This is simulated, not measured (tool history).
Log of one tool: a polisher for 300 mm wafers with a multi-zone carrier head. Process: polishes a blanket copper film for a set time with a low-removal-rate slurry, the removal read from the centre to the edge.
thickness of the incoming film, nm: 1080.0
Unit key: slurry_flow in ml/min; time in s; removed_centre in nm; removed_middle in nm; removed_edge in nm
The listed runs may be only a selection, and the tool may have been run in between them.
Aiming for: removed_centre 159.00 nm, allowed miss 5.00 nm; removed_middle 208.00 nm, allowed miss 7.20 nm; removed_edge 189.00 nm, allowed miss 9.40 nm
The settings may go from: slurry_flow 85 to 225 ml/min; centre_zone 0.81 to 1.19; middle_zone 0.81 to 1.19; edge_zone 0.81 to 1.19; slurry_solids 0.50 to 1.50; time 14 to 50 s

run	hour	slurry_flow	centre_zone	middle_zone	edge_zone	slurry_solids	time	removed_centre	removed_middle	removed_edge
1	0.0	145	1.00	1.00	1.00	1.00	32	131.54	128.92	133.68
2	8.1	155	0.97	1.04	1.02	1.10	33	134.55	144.79	140.84
3	8.6	155	1.03	1.04	1.02	1.10	33	144.07	139.57	143.75
4	16.3	160	1.00	1.07	1.05	1.20	34	148.90	154.54	153.89
5	19.1	160	1.03	1.07	1.05	1.20	34	153.20	152.15	148.16
6	23.6	165	0.99	1.08	1.07	1.25	35	152.83	162.69	159.33
7	28.1	205	0.91	1.18	1.14	1.50	36	159.31	195.04	175.14
8	35.7	205	0.84	1.19	1.19	1.50	38	152.51	207.10	182.41
9	39.7	205	0.84	1.18	1.19	1.50	38	150.96	205.15	189.52

Of the 4 settings listed for the next run, only one would bring every result within its allowed miss of target. Which one?
A	43.7	210	0.86	1.17	1.19	1.45	39	?	?	?
B	43.7	205	0.87	0.98	1.19	1.35	42	?	?	?
C	43.7	215	0.81	1.11	1.17	1.50	38	?	?	?
D	43.7	195	0.83	1.18	1.13	1.45	37	?	?	?

move	removed_centre	removed_middle	removed_edge
A	160.13	206.98	193.12
B	170.80	187.91	204.65
C	148.49	194.92	189.29
D	144.79	195.69	178.98
A: hits every target within its allowed miss
B: moves the result that the last run missed by most past its target, out the other side
C: further off than the last run
D: further off than the last run
The move that meets every target is A.
